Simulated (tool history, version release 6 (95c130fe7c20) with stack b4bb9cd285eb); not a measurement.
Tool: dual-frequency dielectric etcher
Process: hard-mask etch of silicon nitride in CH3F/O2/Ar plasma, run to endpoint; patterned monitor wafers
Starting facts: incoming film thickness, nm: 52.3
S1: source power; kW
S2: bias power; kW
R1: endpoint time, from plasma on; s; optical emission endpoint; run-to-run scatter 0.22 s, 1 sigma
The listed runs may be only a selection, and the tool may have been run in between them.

| run | hour | S1 | S2 | R1 |
|---|---|---|---|---|
| 1 | 0 | 0.48 | 0.056 | 75.911 |
| 2 | 6.2 | 0.49 | 0.056 | 75.31 |
| 3 | 6.9 | 0.49 | 0.048 | 81.012 |
| 4 | 12.3 | 0.51 | 0.048 | 79.691 |
| 5 | 17.7 | 0.53 | 0.048 | 78.271 |
| 6 | 20.4 | 0.61 | 0.048 | 73.944 |
| 7 | 28.9 | 0.62 | 0.048 | 72.775 |

What does the tool deliver on the next run?
| 8 | 33.7 | 0.63 | 0.048 | ? |

For run 8 the tool returned R1 72.83 s.
